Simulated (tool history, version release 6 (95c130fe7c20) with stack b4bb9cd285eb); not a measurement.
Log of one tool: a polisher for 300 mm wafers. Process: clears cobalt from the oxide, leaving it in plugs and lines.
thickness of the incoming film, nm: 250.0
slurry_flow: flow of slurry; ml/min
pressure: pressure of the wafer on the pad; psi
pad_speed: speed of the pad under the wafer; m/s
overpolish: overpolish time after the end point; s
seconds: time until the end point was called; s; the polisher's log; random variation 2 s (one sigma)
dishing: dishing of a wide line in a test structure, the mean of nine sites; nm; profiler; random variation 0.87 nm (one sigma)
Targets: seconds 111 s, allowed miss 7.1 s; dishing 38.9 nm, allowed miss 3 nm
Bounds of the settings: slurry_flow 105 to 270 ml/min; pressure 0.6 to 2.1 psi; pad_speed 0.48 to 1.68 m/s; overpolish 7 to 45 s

Run 1, hour 0: slurry_flow 175 ml/min, pressure 1.3 psi, pad_speed 1.08 m/s, overpolish 23 s. Result: seconds 58.498 s, dishing 48.094 nm.
Run 2, hour 3.4: slurry_flow 175 ml/min, pressure 1.3 psi, pad_speed 1.22 m/s, overpolish 23 s. Result: seconds 51.733 s, dishing 49.961 nm.
Run 3, hour 6.4: slurry_flow 175 ml/min, pressure 1.4 psi, pad_speed 1.22 m/s, overpolish 23 s. Result: seconds 48.262 s, dishing 52.471 nm.
Run 4, hour 10: slurry_flow 175 ml/min, pressure 1.3 psi, pad_speed 1.18 m/s, overpolish 24 s. Result: seconds 53.771 s, dishing 51.076 nm.
Run 5, hour 12: slurry_flow 175 ml/min, pressure 1.1 psi, pad_speed 1.18 m/s, overpolish 24 s. Result: seconds 62.799 s, dishing 47.017 nm.
Run 6, hour 16.1: slurry_flow 140 ml/min, pressure 1.1 psi, pad_speed 1.18 m/s, overpolish 24 s. Result: seconds 62.292 s, dishing 46.48 nm.
Run 7, hour 23.2: slurry_flow 140 ml/min, pressure 1 psi, pad_speed 1.16 m/s, overpolish 24 s. Result: seconds 71.373 s, dishing 44.497 nm.
Run 8, hour 24.4: slurry_flow 140 ml/min, pressure 1 psi, pad_speed 1.14 m/s, overpolish 24 s. Result: seconds 73.008 s, dishing 45.947 nm.
Run 9, hour 32.6: slurry_flow 140 ml/min, pressure 1 psi, pad_speed 1.12 m/s, overpolish 24 s. Result: seconds 70.005 s, dishing 45.12 nm.
Run 10, hour 36.7: slurry_flow 140 ml/min, pressure 1 psi, pad_speed 1.1 m/s, overpolish 24 s. Result: seconds 73.424 s, dishing 44.373 nm.
Run 11, hour 43.9: slurry_flow 140 ml/min, pressure 1 psi, pad_speed 1.08 m/s, overpolish 24 s. Result: seconds 74.212 s, dishing 45.724 nm.
Run 12, hour 45.8: slurry_flow 140 ml/min, pressure 1 psi, pad_speed 1.06 m/s, overpolish 24 s. Result: seconds 76.311 s, dishing 43.877 nm.
Run 13, hour 53.8: slurry_flow 140 ml/min, pressure 1 psi, pad_speed 1.06 m/s, overpolish 24 s. Result: seconds 74.775 s, dishing 41.847 nm.
Run 14, hour 61.3: slurry_flow 140 ml/min, pressure 1 psi, pad_speed 1.04 m/s, overpolish 25 s. Result: seconds 75.911 s, dishing 44.479 nm.
Run 15, hour 62.2: slurry_flow 140 ml/min, pressure 1 psi, pad_speed 1.02 m/s, overpolish 25 s. Result: seconds 77.908 s, dishing 44.236 nm.
Run 16, hour 65.9: slurry_flow 140 ml/min, pressure 0.8 psi, pad_speed 0.98 m/s, overpolish 26 s. Result: seconds 97.512 s, dishing 40.754 nm.

Which of these 5 next moves meets every target?
Run A, hour 69.6: slurry_flow 140 ml/min, pressure 0.8 psi, pad_speed 0.8 m/s, overpolish 31 s. Result: seconds ?, dishing ?.
Run B, hour 69.6: slurry_flow 160 ml/min, pressure 0.7 psi, pad_speed 0.9 m/s, overpolish 23 s. Result: seconds ?, dishing ?.
Run C, hour 69.6: slurry_flow 105 ml/min, pressure 0.9 psi, pad_speed 0.6 m/s, overpolish 28 s. Result: seconds ?, dishing ?.
Run D, hour 69.6: slurry_flow 145 ml/min, pressure 0.6 psi, pad_speed 0.88 m/s, overpolish 24 s. Result: seconds ?, dishing ?.
Run E, hour 69.6: slurry_flow 125 ml/min, pressure 0.6 psi, pad_speed 0.88 m/s, overpolish 24 s. Result: seconds ?, dishing ?.

move  seconds  dishing
   A   110.95   40.619
   B   110.04   33.606
   C   131.57   34.081
   D    127.7   31.222
   E   130.76   30.688
A: meets every target
B: brings the result that was furthest off to its target, and leaves another outside
C: takes the result that was furthest off past its target
D: takes the result that was furthest off past its target
E: takes the result that was furthest off past its target
Move A is the one to make.

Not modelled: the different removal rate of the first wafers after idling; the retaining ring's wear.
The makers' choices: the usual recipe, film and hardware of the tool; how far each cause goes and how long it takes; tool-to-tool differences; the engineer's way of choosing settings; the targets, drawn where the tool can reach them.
